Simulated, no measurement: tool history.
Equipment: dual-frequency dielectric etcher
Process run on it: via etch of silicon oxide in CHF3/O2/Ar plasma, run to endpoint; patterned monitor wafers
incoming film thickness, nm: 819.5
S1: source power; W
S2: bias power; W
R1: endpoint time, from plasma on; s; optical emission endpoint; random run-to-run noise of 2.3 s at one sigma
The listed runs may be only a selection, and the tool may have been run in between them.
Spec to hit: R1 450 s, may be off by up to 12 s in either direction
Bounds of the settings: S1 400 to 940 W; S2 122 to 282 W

run 1 hour=0 | S1=670 S2=202 | R1=382.76
run 2 hour=8.1 | S1=670 S2=183 | R1=400.84
run 3 hour=16.1 | S1=630 S2=179 | R1=410.12
run 4 hour=18.5 | S1=630 S2=192 | R1=397.88
run 5 hour=24 | S1=520 S2=192 | R1=423.55
run 6 hour=29.1 | S1=620 S2=192 | R1=400.28
run 7 hour=34.3 | S1=580 S2=187 | R1=412.37
run 8 hour=40.9 | S1=550 S2=183 | R1=424.83
run 9 hour=49.7 | S1=530 S2=181 | R1=431.12

5 candidate next runs follow, results not yet known. Just one meets every target within its allowed miss. Identify it.
run A hour=58.5 | S1=560 S2=188 | R1=?
run B hour=58.5 | S1=490 S2=175 | R1=?
run C hour=58.5 | S1=480 S2=155 | R1=?
run D hour=58.5 | S1=520 S2=144 | R1=?
run E hour=58.5 | S1=410 S2=172 | R1=?

move=A R1=418.58
move=B R1=451.17
move=C R1=478.7
move=D R1=481.14
move=E R1=481.62
A: its largest miss is bigger than the last run's
B: hits every target within its allowed miss
C: takes the biggest miss from the last run beyond its target
D: takes the biggest miss from the last run beyond its target
E: takes the biggest miss from the last run beyond its target
So the answer is move B, the one that meets all the targets.
